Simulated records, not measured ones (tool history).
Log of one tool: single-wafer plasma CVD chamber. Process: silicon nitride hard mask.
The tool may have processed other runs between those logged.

run	hour	heater temperature setpoint (°C)	chamber pressure (Torr)	RF power (W)	deposition time (s)	mean film thickness on the monitor wafer (nm)
1	0	385	1.36	310	30.3	35.073
2	1.9	385	1.36	310	31.2	36.046
3	5.3	385	1.36	310	31.2	36.227
4	6.7	385	1.47	310	31.2	36.762
5	13.3	385	1.32	310	31.2	35.731
6	20.2	385	1.32	310	30.3	34.609

Estimate the outcome of run 7 from the log above:
7	27.7	385	1.38	320	30.3	?

Run 7 produced mean film thickness on the monitor wafer (nm) 36.415.

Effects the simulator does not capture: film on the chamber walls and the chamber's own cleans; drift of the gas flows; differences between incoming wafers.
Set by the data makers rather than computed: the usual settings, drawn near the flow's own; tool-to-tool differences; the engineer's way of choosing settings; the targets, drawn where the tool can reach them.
